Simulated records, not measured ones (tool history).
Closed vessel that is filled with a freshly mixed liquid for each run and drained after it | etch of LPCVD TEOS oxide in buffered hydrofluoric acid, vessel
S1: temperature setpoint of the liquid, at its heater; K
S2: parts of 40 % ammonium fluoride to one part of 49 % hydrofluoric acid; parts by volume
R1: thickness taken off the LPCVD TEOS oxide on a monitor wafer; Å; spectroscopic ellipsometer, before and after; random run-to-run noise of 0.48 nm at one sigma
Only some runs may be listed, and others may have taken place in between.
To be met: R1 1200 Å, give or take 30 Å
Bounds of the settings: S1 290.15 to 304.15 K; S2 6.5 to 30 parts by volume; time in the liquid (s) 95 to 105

run 1 hour=0 | S1=296.15 S2=19.5 time_in_the_liquid_(s)=95 | R1=1588.6
run 2 hour=7.2 | S1=296.15 S2=22 time_in_the_liquid_(s)=95 | R1=1448
run 3 hour=8.4 | S1=296.15 S2=22 time_in_the_liquid_(s)=105 | R1=1597.3
run 4 hour=11.4 | S1=296.15 S2=16.5 time_in_the_liquid_(s)=105 | R1=2067
run 5 hour=14.6 | S1=294.65 S2=18 time_in_the_liquid_(s)=105 | R1=1738.9
run 6 hour=17 | S1=294.65 S2=22.5 time_in_the_liquid_(s)=105 | R1=1457.4
run 7 hour=24.5 | S1=293.65 S2=22.5 time_in_the_liquid_(s)=105 | R1=1378.2
run 8 hour=26.6 | S1=290.65 S2=22.5 time_in_the_liquid_(s)=105 | R1=1153.3

Below are 4 possible settings for the next run. Only one of them brings all results inside the allowed miss of their targets. Which is it?
run A hour=28.7 | S1=290.65 S2=22 time_in_the_liquid_(s)=100 | R1=?
run B hour=28.7 | S1=290.15 S2=19.5 time_in_the_liquid_(s)=100 | R1=?
run C hour=28.7 | S1=290.15 S2=22.5 time_in_the_liquid_(s)=105 | R1=?
run D hour=28.7 | S1=290.15 S2=20.5 time_in_the_liquid_(s)=100 | R1=?

move=A R1=1121.3
move=B R1=1193.3
move=C R1=1126.5
move=D R1=1144.1
A: its largest miss is bigger than the last run's
B: every result within its allowed miss
C: its largest miss is bigger than the last run's
D: its largest miss is bigger than the last run's
The right move is B.
